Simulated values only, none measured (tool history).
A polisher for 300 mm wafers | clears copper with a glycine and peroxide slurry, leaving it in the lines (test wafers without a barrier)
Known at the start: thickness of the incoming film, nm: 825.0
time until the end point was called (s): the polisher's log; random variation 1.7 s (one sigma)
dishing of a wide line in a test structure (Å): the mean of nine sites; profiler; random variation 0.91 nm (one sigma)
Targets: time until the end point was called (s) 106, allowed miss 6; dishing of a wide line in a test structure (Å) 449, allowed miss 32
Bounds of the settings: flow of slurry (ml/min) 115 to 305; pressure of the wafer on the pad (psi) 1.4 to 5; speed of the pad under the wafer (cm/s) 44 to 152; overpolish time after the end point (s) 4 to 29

run  hour  flow of slurry (ml/min)  pressure of the wafer on the pad (psi)  speed of the pad under the wafer (cm/s)  overpolish time after the end point (s)  time until the end point was called (s)  dishing of a wide line in a test structure (Å)
  1     0                      195                                     3.2                                       98                                       15                                   154.06                                          442.27
  2   0.7                      160                                     3.2                                       98                                       15                                   161.28                                          452.15
  3   5.4                      165                                     3.4                                       98                                       14                                   153.21                                          440.97
  4  13.2                      165                                     3.4                                       84                                       14                                      172                                          417.23
  5  17.9                      170                                     3.6                                       86                                       13                                   157.97                                          416.06
  6  26.3                      170                                     3.6                                       86                                        8                                   159.42                                          268.06
  7  31.7                      170                                     3.8                                       86                                        8                                   148.19                                          281.66
  8  39.6                      170                                       4                                       86                                        8                                   142.73                                           296.2
  9  47.4                      170                                     4.2                                       86                                        8                                   136.76                                          297.88
 10    48                      170                                     4.3                                       88                                        9                                   135.27                                          350.08
 11  55.4                      175                                     4.4                                       90                                        9                                   132.26                                          352.89
 12  60.7                      175                                       5                                      104                                       11                                   103.14                                          500.09

Which of these 5 next moves meets every target?
  A    66                      225                                     4.7                                      102                                       12                                        ?                                               ?
  B    66                      160                                     4.4                                      116                                       10                                        ?                                               ?
  C    66                      145                                     4.9                                       94                                       11                                        ?                                               ?
  D    66                      180                                     4.8                                       92                                       11                                        ?                                               ?
  E    66                      180                                       5                                       90                                       14                                        ?                                               ?

move  time until the end point was called (s)  dishing of a wide line in a test structure (Å)
   A                                    105.6                                          511.16
   B                                   104.95                                          444.32
   C                                   113.39                                           453.4
   D                                   114.62                                          449.53
   E                                    112.4                                          549.69
A: further off than the last run
B: meets every target
C: brings the result that was furthest off to its target, and leaves another outside
D: brings the result that was furthest off to its target, and leaves another outside
E: further off than the last run
The right move is B.
